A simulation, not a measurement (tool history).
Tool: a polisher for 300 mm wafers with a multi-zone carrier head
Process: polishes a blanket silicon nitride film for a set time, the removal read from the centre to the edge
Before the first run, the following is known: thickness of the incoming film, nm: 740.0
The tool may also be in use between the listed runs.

run    day  flow of slurry (ml/min)  pressure of the head's centre zone  pressure of the head's middle zone  pressure of the head's edge zone  polishing time (s)  film removed at the wafer's centre (nm)  film removed at mid-radius (nm)  film removed at the wafer's edge (nm)
  1  0.000                      180                                1.00                                1.00                              1.00                  45                                   63.215                           62.852                                 63.594
  2  0.362                      185                                1.01                                1.01                              0.95                  39                                   55.446                           55.781                                 53.703
  3  0.575                      185                                1.01                                1.01                              1.03                  39                                   55.742                           56.471                                 54.757
  4  0.900                      165                                1.01                                1.01                              1.03                  39                                   53.096                           54.018                                 53.307
     0.971  -- worn pad replaced by a new one
  5  0.971                      160                                1.03                                1.02                              1.00                  35                                   51.559                           51.274                                 50.576
  6  1.254                      160                                1.03                                1.02                              1.00                  27                                   40.190                           39.631                                 39.229
  7  1.408                      185                                1.03                                1.03                              0.97                  26                                   39.591                           40.226                                 36.976
  8  1.538                      190                                1.04                                1.03                              0.97                  26                                   40.331                           39.947                                 37.568

Forecast run 9:
  9  1.750                      200                                1.05                                1.04                              0.96                  26                                        ?                                ?                                      ?

film removed at the wafer's centre (nm): 40.714
film removed at mid-radius (nm): 40.778
film removed at the wafer's edge (nm): 37.961
